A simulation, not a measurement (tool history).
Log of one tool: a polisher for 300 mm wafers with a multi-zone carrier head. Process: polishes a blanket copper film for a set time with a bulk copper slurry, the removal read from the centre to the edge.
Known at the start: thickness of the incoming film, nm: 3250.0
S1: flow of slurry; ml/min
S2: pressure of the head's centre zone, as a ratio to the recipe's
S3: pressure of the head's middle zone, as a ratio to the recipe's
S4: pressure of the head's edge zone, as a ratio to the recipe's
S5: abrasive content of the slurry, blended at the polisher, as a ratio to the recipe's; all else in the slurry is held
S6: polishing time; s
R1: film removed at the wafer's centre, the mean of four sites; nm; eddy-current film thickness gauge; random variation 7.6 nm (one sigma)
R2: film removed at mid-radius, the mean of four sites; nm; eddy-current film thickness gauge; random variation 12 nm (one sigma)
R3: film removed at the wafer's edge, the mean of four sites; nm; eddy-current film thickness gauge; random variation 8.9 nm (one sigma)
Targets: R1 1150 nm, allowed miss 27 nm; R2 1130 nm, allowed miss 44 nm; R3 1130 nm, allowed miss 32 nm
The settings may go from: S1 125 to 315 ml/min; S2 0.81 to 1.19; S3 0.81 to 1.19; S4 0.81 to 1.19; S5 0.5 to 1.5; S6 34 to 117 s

Run 1, hour 0: S1 205 ml/min, S2 1, S3 1, S4 1, S5 1, S6 75 s. Result: R1 961.63 nm, R2 944.06 nm, R3 942.98 nm.
Run 2, hour 6: S1 205 ml/min, S2 1, S3 1, S4 1, S5 1, S6 68 s. Result: R1 868.95 nm, R2 832.95 nm, R3 846.72 nm.
Run 3, hour 12.7: S1 210 ml/min, S2 1.01, S3 1.02, S4 1.03, S5 1.1, S6 69 s. Result: R1 928.84 nm, R2 902.02 nm, R3 906.2 nm.
Run 4, hour 18.4: S1 210 ml/min, S2 1.06, S3 1.02, S4 1.03, S5 1.1, S6 69 s. Result: R1 969.22 nm, R2 898.41 nm, R3 912.85 nm.
Run 5, hour 19.6: S1 220 ml/min, S2 1.07, S3 1.04, S4 1.06, S5 1.15, S6 69 s. Result: R1 1000.1 nm, R2 941.63 nm, R3 922.94 nm.
Run 6, hour 22.3: S1 220 ml/min, S2 1.07, S3 1.04, S4 1.13, S5 1.15, S6 69 s. Result: R1 1001.3 nm, R2 924.2 nm, R3 940.97 nm.
Run 7, hour 26.5: S1 220 ml/min, S2 1.07, S3 1.04, S4 1.13, S5 1.15, S6 69 s. Result: R1 1006.1 nm, R2 935.12 nm, R3 934.14 nm.
Run 8, hour 27.9: S1 220 ml/min, S2 1.06, S3 1.04, S4 1.13, S5 1.25, S6 71 s. Result: R1 1043.6 nm, R2 998.42 nm, R3 990.75 nm.
Run 9, hour 34.7: S1 225 ml/min, S2 1.06, S3 1.03, S4 1.14, S5 1.3, S6 72 s. Result: R1 1069.4 nm, R2 1011.2 nm, R3 1038.6 nm.
Run 10, hour 41.2: S1 235 ml/min, S2 1.06, S3 1.04, S4 1.15, S5 1.35, S6 72 s. Result: R1 1092.2 nm, R2 1028.5 nm, R3 1057.9 nm.
Run 11, hour 48: S1 245 ml/min, S2 1.06, S3 1.05, S4 1.16, S5 1.4, S6 72 s. Result: R1 1107 nm, R2 1047 nm, R3 1064.7 nm.
Run 12, hour 54.3: S1 245 ml/min, S2 1.06, S3 1.06, S4 1.16, S5 1.4, S6 73 s. Result: R1 1119.5 nm, R2 1049.3 nm, R3 1081.9 nm.
Run 13, hour 57.1: S1 240 ml/min, S2 1.06, S3 1.07, S4 1.16, S5 1.4, S6 74 s. Result: R1 1128.7 nm, R2 1116.6 nm, R3 1090 nm.

5 next moves are on the table. One of them brings every result within its allowed miss. Which?
Run A, hour 59.9: S1 280 ml/min, S2 1.06, S3 1.01, S4 1.18, S5 1.25, S6 73 s. Result: R1 ?, R2 ?, R3 ?.
Run B, hour 59.9: S1 315 ml/min, S2 1.09, S3 1.02, S4 1.18, S5 1.5, S6 70 s. Result: R1 ?, R2 ?, R3 ?.
Run C, hour 59.9: S1 290 ml/min, S2 1.08, S3 1.13, S4 1.12, S5 1.2, S6 75 s. Result: R1 ?, R2 ?, R3 ?.
Run D, hour 59.9: S1 235 ml/min, S2 1.1, S3 1.17, S4 1.16, S5 1.5, S6 69 s. Result: R1 ?, R2 ?, R3 ?.
Run E, hour 59.9: S1 180 ml/min, S2 1.04, S3 1.05, S4 1.14, S5 1.5, S6 77 s. Result: R1 ?, R2 ?, R3 ?.

move      R1      R2      R3
   A  1095.4  994.63    1066
   B  1152.3  1024.3  1086.6
   C    1137  1110.4  1060.8
   D  1117.7  1105.1  1043.3
   E  1147.9  1101.5  1138.5
A: further off than the last run
B: further off than the last run
C: further off than the last run
D: further off than the last run
E: meets every target
Answer: E
